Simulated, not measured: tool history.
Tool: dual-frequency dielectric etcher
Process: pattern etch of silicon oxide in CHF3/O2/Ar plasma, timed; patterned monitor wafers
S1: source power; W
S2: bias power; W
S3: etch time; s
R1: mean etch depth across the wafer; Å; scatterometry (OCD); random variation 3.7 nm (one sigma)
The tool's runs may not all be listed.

Run 1, hour 0.0: S1 840 W, S2 187 W, S3 362.5 s. Result: R1 8080.9 Å.
Run 2, hour 4.5: S1 970 W, S2 187 W, S3 362.5 s. Result: R1 8500.4 Å.
Run 3, hour 5.9: S1 1110 W, S2 187 W, S3 362.5 s. Result: R1 8994.8 Å.
Run 4, hour 8.7: S1 1110 W, S2 158 W, S3 362.5 s. Result: R1 8413.4 Å.
Run 5, hour 11.0: S1 1010 W, S2 154 W, S3 362.0 s. Result: R1 8121.2 Å.
Run 6, hour 18.2: S1 930 W, S2 150 W, S3 361.5 s. Result: R1 7651.6 Å.

Forecast run 7:
Run 7, hour 23.5: S1 890 W, S2 149 W, S3 361.5 s. Result: R1 ?.

R1: 7586.8 Å
